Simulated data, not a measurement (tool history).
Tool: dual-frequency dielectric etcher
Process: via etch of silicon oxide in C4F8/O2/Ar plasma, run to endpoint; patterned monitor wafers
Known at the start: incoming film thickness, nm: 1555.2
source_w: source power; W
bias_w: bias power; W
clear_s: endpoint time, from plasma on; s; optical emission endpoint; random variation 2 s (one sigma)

Run 1, hour 0: source_w 2180 W, bias_w 1756 W. Result: clear_s 305.12 s.
Run 2, hour 5.6: source_w 1970 W, bias_w 1756 W. Result: clear_s 316.98 s.
Run 3, hour 14.4: source_w 1970 W, bias_w 1865 W. Result: clear_s 308.83 s.
Run 4, hour 16.2: source_w 1670 W, bias_w 1865 W. Result: clear_s 337.08 s.
Run 5, hour 23.6: source_w 1520 W, bias_w 1865 W. Result: clear_s 344.61 s.
Run 6, hour 27.8: source_w 1770 W, bias_w 1925 W. Result: clear_s 319.08 s.
Run 7, hour 32.6: source_w 1930 W, bias_w 1952 W. Result: clear_s 309.76 s.

Run 8 comes next. What will it give?
Run 8, hour 40.6: source_w 2080 W, bias_w 1986 W. Result: clear_s ?.

clear_s: 296.2 s
